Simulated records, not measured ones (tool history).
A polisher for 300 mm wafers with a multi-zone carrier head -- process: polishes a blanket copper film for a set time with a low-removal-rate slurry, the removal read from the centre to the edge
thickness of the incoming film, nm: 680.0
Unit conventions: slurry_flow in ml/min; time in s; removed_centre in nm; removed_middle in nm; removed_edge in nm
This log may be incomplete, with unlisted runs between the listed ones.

run  hour  slurry_flow  centre_zone  middle_zone  edge_zone  slurry_solids  time  removed_centre  removed_middle  removed_edge
  1   0.0          210         1.00         1.00       1.00           1.00    90          255.82          264.39        238.24
  2   5.0          200         0.98         0.96       1.02           0.90    86          236.75          238.68        229.49
  3  10.0          190         0.96         0.93       1.02           0.80    82          215.24          215.48        211.99
  4  18.6          190         0.96         0.93       1.02           0.70    82          214.43          213.76        207.00
  5  25.8          190         0.92         0.93       1.02           0.70    82          204.71          212.25        211.23
  6  28.2          190         0.92         0.93       1.02           0.70    60          148.05          156.03        153.77
  7  35.6          200         0.93         0.91       1.06           0.75    60          150.57          154.56        155.38
  8  38.3          190         0.93         0.89       1.08           0.85    61          156.65          157.01        167.89
  9  42.0          185         0.93         0.88       1.09           0.90    61          156.41          153.55        167.42

Run 10 is up next; what results do you expect?
 10  43.3          185         0.93         0.88       1.09           0.90    61               ?               ?             ?

{"run 10": {"removed_centre": 154.35, "removed_middle": 153.63, "removed_edge": 163.48}}

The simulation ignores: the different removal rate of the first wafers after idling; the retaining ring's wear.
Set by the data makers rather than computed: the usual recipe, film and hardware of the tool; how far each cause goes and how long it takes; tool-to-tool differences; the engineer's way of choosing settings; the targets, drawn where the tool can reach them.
